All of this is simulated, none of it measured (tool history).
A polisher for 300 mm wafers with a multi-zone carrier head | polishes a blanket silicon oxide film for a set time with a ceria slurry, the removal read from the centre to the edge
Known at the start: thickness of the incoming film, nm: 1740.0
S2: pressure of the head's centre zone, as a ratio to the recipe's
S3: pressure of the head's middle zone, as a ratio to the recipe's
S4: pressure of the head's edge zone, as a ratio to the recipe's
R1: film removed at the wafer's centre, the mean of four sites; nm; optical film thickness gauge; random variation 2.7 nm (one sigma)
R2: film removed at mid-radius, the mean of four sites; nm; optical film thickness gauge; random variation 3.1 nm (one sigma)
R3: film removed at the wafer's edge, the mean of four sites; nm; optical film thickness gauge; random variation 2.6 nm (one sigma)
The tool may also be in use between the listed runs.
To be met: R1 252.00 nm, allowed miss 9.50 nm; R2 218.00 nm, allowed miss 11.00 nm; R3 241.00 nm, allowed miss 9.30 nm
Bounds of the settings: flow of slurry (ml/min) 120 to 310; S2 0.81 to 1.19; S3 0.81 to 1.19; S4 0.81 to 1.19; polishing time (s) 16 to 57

{"run": 1, "day": 0.0, "flow of slurry (ml/min)": 200, "S2": 1.0, "S3": 1.0, "S4": 1.0, "polishing time (s)": 36, "R1": 179.73, "R2": 180.44, "R3": 172.6}
{"run": 2, "day": 0.35, "flow of slurry (ml/min)": 200, "S2": 0.97, "S3": 1.0, "S4": 1.0, "polishing time (s)": 36, "R1": 168.16, "R2": 175.32, "R3": 175.13}
{"run": 3, "day": 0.671, "flow of slurry (ml/min)": 200, "S2": 0.97, "S3": 1.0, "S4": 1.0, "polishing time (s)": 32, "R1": 153.43, "R2": 160.69, "R3": 158.1}
{"run": 4, "day": 0.775, "flow of slurry (ml/min)": 200, "S2": 0.97, "S3": 1.0, "S4": 1.0, "polishing time (s)": 41, "R1": 196.75, "R2": 203.82, "R3": 194.9}
{"run": 5, "day": 1.138, "flow of slurry (ml/min)": 210, "S2": 0.99, "S3": 0.97, "S4": 1.06, "polishing time (s)": 43, "R1": 212.95, "R2": 208.28, "R3": 209.48}
{"run": 6, "day": 1.258, "flow of slurry (ml/min)": 215, "S2": 1.0, "S3": 0.95, "S4": 1.09, "polishing time (s)": 45, "R1": 224.22, "R2": 214.26, "R3": 227.11}
{"run": 7, "day": 1.579, "flow of slurry (ml/min)": 225, "S2": 1.02, "S3": 0.94, "S4": 1.1, "polishing time (s)": 45, "R1": 229.65, "R2": 216.04, "R3": 226.01}
{"run": 8, "day": 1.888, "flow of slurry (ml/min)": 225, "S2": 1.04, "S3": 0.93, "S4": 1.12, "polishing time (s)": 46, "R1": 238.43, "R2": 216.48, "R3": 237.28}

4 next moves are on the table. One of them brings every result within its allowed miss. Which?
{"run": "A", "day": 2.196, "flow of slurry (ml/min)": 260, "S2": 1.17, "S3": 0.9, "S4": 1.07, "polishing time (s)": 42, "R1": "?", "R2": "?", "R3": "?"}
{"run": "B", "day": 2.196, "flow of slurry (ml/min)": 250, "S2": 1.06, "S3": 0.88, "S4": 1.1, "polishing time (s)": 47, "R1": "?", "R2": "?", "R3": "?"}
{"run": "C", "day": 2.196, "flow of slurry (ml/min)": 205, "S2": 1.15, "S3": 0.99, "S4": 0.99, "polishing time (s)": 45, "R1": "?", "R2": "?", "R3": "?"}
{"run": "D", "day": 2.196, "flow of slurry (ml/min)": 205, "S2": 1.07, "S3": 0.97, "S4": 1.02, "polishing time (s)": 45, "R1": "?", "R2": "?", "R3": "?"}

move=A R1=248.30 R2=203.05 R3=217.42
move=B R1=250.42 R2=222.70 R3=246.03
move=C R1=254.12 R2=227.80 R3=219.71
move=D R1=236.30 R2=224.38 R3=222.96
A: brings the result that was furthest off to its target, and leaves another outside
B: meets every target
C: brings the result that was furthest off to its target, and leaves another outside
D: further off than the last run
Move B is the one to make.
